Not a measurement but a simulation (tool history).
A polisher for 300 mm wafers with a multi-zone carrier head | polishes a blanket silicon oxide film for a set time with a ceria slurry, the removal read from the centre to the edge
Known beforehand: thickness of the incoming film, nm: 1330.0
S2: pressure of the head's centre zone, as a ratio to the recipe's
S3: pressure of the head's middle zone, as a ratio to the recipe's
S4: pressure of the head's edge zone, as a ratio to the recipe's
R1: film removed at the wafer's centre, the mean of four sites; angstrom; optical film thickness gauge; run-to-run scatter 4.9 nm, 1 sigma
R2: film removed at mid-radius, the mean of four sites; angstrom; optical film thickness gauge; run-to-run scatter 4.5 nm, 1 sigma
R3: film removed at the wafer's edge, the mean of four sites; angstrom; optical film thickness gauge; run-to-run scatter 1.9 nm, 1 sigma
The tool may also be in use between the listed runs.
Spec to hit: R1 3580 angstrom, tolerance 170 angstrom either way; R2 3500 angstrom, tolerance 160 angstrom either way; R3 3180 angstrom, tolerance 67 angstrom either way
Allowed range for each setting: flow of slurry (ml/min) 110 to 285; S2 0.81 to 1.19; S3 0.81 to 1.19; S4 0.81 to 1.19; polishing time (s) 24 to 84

{"run": 1, "hour": 0.0, "flow of slurry (ml/min)": 180, "S2": 1, "S3": 1, "S4": 1, "polishing time (s)": 54, "R1": 2234.5, "R2": 2227.8, "R3": 2309.1}
{"run": 2, "hour": 1.2, "flow of slurry (ml/min)": 150, "S2": 1, "S3": 1, "S4": 1, "polishing time (s)": 54, "R1": 2166.4, "R2": 2157.3, "R3": 2272.3}
{"run": 3, "hour": 7.1, "flow of slurry (ml/min)": 195, "S2": 1, "S3": 1, "S4": 1, "polishing time (s)": 54, "R1": 2247.1, "R2": 2258, "R3": 2328}
{"run": 4, "hour": 12.0, "flow of slurry (ml/min)": 215, "S2": 1.06, "S3": 1.06, "S4": 1.03, "polishing time (s)": 58, "R1": 2518.2, "R2": 2571.2, "R3": 2539.7}
{"run": 5, "hour": 16.5, "flow of slurry (ml/min)": 230, "S2": 1.1, "S3": 1.08, "S4": 1.02, "polishing time (s)": 62, "R1": 2916.4, "R2": 2870.7, "R3": 2707.6}
{"run": 6, "hour": 24.9, "flow of slurry (ml/min)": 240, "S2": 1.12, "S3": 1.1, "S4": 1.04, "polishing time (s)": 64, "R1": 3066.3, "R2": 2987.5, "R3": 2842.2}
{"run": 7, "hour": 33.0, "flow of slurry (ml/min)": 250, "S2": 1.14, "S3": 1.12, "S4": 1.05, "polishing time (s)": 66, "R1": 3196.8, "R2": 3177, "R3": 2940}
{"run": 8, "hour": 34.7, "flow of slurry (ml/min)": 255, "S2": 1.15, "S3": 1.13, "S4": 1.05, "polishing time (s)": 67, "R1": 3305, "R2": 3222.1, "R3": 2977.8}
{"run": 9, "hour": 35.3, "flow of slurry (ml/min)": 260, "S2": 1.16, "S3": 1.14, "S4": 1.06, "polishing time (s)": 68, "R1": 3446.8, "R2": 3217.7, "R3": 3051.5}
{"run": 10, "hour": 43.7, "flow of slurry (ml/min)": 260, "S2": 1.15, "S3": 1.15, "S4": 1.05, "polishing time (s)": 69, "R1": 3360.9, "R2": 3347.2, "R3": 3073.8}

4 candidate next runs follow, results not yet known. Just one meets every target within its allowed miss. Identify it.
{"run": "A", "hour": 52.1, "flow of slurry (ml/min)": 275, "S2": 1.14, "S3": 1.08, "S4": 1.17, "polishing time (s)": 67, "R1": "?", "R2": "?", "R3": "?"}
{"run": "B", "hour": 52.1, "flow of slurry (ml/min)": 215, "S2": 1.08, "S3": 1.17, "S4": 0.97, "polishing time (s)": 71, "R1": "?", "R2": "?", "R3": "?"}
{"run": "C", "hour": 52.1, "flow of slurry (ml/min)": 230, "S2": 1.16, "S3": 1.16, "S4": 1.03, "polishing time (s)": 73, "R1": "?", "R2": "?", "R3": "?"}
{"run": "D", "hour": 52.1, "flow of slurry (ml/min)": 285, "S2": 1.11, "S3": 1.19, "S4": 1.01, "polishing time (s)": 69, "R1": "?", "R2": "?", "R3": "?"}

move=A R1=3293.5 R2=3093.4 R3=3151.6
move=B R1=3227.9 R2=3438 R3=2992.1
move=C R1=3590.7 R2=3528.5 R3=3180.8
move=D R1=3315.6 R2=3474.7 R3=3018.7
A: the worst result of the last run now meets its target, but another is out of spec
B: the biggest miss grows against the last run
C: each result inside its tolerance
D: the biggest miss grows against the last run
Correct choice: C, which meets every target
